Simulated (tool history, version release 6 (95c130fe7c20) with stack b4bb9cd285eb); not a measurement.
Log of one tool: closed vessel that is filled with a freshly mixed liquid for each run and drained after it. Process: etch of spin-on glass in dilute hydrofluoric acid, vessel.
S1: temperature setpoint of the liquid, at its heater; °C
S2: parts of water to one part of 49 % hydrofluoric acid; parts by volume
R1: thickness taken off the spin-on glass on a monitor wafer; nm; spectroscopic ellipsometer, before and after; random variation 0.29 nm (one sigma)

run 1 hour=0.0 | S1=24.0 S2=210 time_in_the_liquid_(s)=345 | R1=33.473
run 2 hour=6.1 | S1=24.0 S2=210 time_in_the_liquid_(s)=370 | R1=35.994
run 3 hour=14.3 | S1=24.0 S2=210 time_in_the_liquid_(s)=345 | R1=33.511
run 4 hour=20.8 | S1=25.5 S2=205 time_in_the_liquid_(s)=345 | R1=36.660
run 5 hour=26.5 | S1=26.5 S2=200 time_in_the_liquid_(s)=345 | R1=39.287
run 6 hour=32.3 | S1=27.5 S2=195 time_in_the_liquid_(s)=345 | R1=41.717
run 7 hour=34.9 | S1=28.0 S2=190 time_in_the_liquid_(s)=345 | R1=43.930
-- hour=40.4 thermometer replaced
run 8 hour=40.4 | S1=28.5 S2=185 time_in_the_liquid_(s)=345 | R1=43.076
run 9 hour=48.5 | S1=29.0 S2=180 time_in_the_liquid_(s)=345 | R1=45.484
run 10 hour=53.6 | S1=29.5 S2=175 time_in_the_liquid_(s)=345 | R1=47.619
run 11 hour=54.2 | S1=30.0 S2=170 time_in_the_liquid_(s)=345 | R1=50.391

The next listed run, before its measurement:
run 12 hour=60.5 | S1=30.5 S2=170 time_in_the_liquid_(s)=345 | R1=?

R1: 51.178 nm

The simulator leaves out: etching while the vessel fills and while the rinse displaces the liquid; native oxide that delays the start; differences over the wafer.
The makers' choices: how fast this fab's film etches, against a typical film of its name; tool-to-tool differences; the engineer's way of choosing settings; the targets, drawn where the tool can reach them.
